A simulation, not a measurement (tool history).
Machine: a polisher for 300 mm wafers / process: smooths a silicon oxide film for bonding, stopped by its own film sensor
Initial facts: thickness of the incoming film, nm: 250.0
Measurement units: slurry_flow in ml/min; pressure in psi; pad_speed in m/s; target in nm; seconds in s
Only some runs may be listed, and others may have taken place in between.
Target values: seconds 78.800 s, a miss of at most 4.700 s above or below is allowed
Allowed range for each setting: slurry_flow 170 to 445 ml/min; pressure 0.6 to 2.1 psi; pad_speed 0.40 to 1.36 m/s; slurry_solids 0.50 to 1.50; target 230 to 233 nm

run 1 hour=0.0 | slurry_flow=285 pressure=1.3 pad_speed=0.88 slurry_solids=1.00 target=230 | seconds=47.982
run 2 hour=1.8 | slurry_flow=285 pressure=1.3 pad_speed=0.88 slurry_solids=0.85 target=230 | seconds=53.901
run 3 hour=7.1 | slurry_flow=285 pressure=1.3 pad_speed=0.96 slurry_solids=0.85 target=230 | seconds=52.504
run 4 hour=12.9 | slurry_flow=285 pressure=1.1 pad_speed=0.96 slurry_solids=0.85 target=230 | seconds=57.013
run 5 hour=18.0 | slurry_flow=285 pressure=1.0 pad_speed=0.94 slurry_solids=0.85 target=230 | seconds=60.782
run 6 hour=22.0 | slurry_flow=285 pressure=1.0 pad_speed=0.94 slurry_solids=0.95 target=230 | seconds=58.471
run 7 hour=24.2 | slurry_flow=285 pressure=0.9 pad_speed=0.92 slurry_solids=0.95 target=230 | seconds=62.507
run 8 hour=29.9 | slurry_flow=285 pressure=0.9 pad_speed=0.90 slurry_solids=0.95 target=230 | seconds=64.042

Below are 4 possible settings for the next run. Only one of them brings all results inside the allowed miss of their targets. Which is it?
run A hour=35.6 | slurry_flow=255 pressure=0.8 pad_speed=0.74 slurry_solids=1.15 target=230 | seconds=?
run B hour=35.6 | slurry_flow=290 pressure=1.2 pad_speed=0.82 slurry_solids=0.85 target=233 | seconds=?
run C hour=35.6 | slurry_flow=175 pressure=0.9 pad_speed=0.96 slurry_solids=0.65 target=231 | seconds=?
run D hour=35.6 | slurry_flow=330 pressure=0.6 pad_speed=0.80 slurry_solids=1.05 target=233 | seconds=?

move=A seconds=70.624
move=B seconds=50.307
move=C seconds=77.714
move=D seconds=68.012
A: an improvement on the last run, though not all results are within tolerance
B: its largest miss is bigger than the last run's
C: every result within its allowed miss
D: an improvement on the last run, though not all results are within tolerance
The right move is C.

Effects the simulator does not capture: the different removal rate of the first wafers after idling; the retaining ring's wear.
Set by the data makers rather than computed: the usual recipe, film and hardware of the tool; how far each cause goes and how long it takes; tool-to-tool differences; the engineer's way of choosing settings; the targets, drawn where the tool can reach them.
